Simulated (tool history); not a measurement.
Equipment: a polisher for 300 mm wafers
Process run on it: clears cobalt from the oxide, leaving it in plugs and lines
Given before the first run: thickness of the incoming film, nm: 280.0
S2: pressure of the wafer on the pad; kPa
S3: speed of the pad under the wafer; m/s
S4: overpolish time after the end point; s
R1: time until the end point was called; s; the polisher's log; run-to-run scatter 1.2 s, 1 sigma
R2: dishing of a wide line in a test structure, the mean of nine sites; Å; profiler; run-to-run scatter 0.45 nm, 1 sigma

Run 1, hour 0.0: flow of slurry (ml/min) 130, S2 12.4 kPa, S3 1.22 m/s, S4 27 s. Result: R1 50.858 s, R2 516.16 Å.
Run 2, hour 6.6: flow of slurry (ml/min) 100, S2 12.4 kPa, S3 1.22 m/s, S4 27 s. Result: R1 53.499 s, R2 490.91 Å.
Run 3, hour 15.4: flow of slurry (ml/min) 100, S2 12.4 kPa, S3 1.36 m/s, S4 27 s. Result: R1 49.019 s, R2 521.10 Å.
Run 4, hour 23.9: flow of slurry (ml/min) 95, S2 11.7 kPa, S3 1.18 m/s, S4 23 s. Result: R1 59.651 s, R2 461.07 Å.
Run 5, hour 31.7: flow of slurry (ml/min) 95, S2 11.7 kPa, S3 1.30 m/s, S4 23 s. Result: R1 54.656 s, R2 455.82 Å.
Run 6, hour 35.3: flow of slurry (ml/min) 90, S2 10.3 kPa, S3 1.26 m/s, S4 20 s. Result: R1 64.931 s, R2 421.72 Å.
Run 7, hour 38.3: flow of slurry (ml/min) 90, S2 9.0 kPa, S3 1.24 m/s, S4 17 s. Result: R1 73.800 s, R2 360.47 Å.
Run 8, hour 44.8: flow of slurry (ml/min) 90, S2 8.3 kPa, S3 1.22 m/s, S4 15 s. Result: R1 83.045 s, R2 328.59 Å.
Run 9, hour 45.8: flow of slurry (ml/min) 110, S2 7.6 kPa, S3 1.18 m/s, S4 13 s. Result: R1 88.088 s, R2 270.37 Å.
Run 10, hour 51.5: flow of slurry (ml/min) 110, S2 6.9 kPa, S3 1.18 m/s, S4 12 s. Result: R1 95.596 s, R2 237.61 Å.
Run 11, hour 55.1: flow of slurry (ml/min) 115, S2 6.2 kPa, S3 1.18 m/s, S4 12 s. Result: R1 102.850 s, R2 229.02 Å.
Run 12, hour 58.9: flow of slurry (ml/min) 150, S2 5.5 kPa, S3 1.16 m/s, S4 8 s. Result: R1 111.990 s, R2 158.49 Å.
Run 13, hour 60.1: flow of slurry (ml/min) 145, S2 5.5 kPa, S3 1.16 m/s, S4 9 s. Result: R1 111.620 s, R2 170.92 Å.
Run 14, hour 65.7: flow of slurry (ml/min) 140, S2 5.5 kPa, S3 1.16 m/s, S4 9 s. Result: R1 112.090 s, R2 168.53 Å.
Run 15, hour 74.5: flow of slurry (ml/min) 135, S2 5.5 kPa, S3 1.16 m/s, S4 9 s. Result: R1 112.070 s, R2 166.12 Å.

Expected results for the next run?
Run 16, hour 77.4: flow of slurry (ml/min) 130, S2 5.5 kPa, S3 1.16 m/s, S4 9 s. Result: R1 ?, R2 ?.

For run 16 the tool returned R1 117.120 s, R2 164.40 Å.
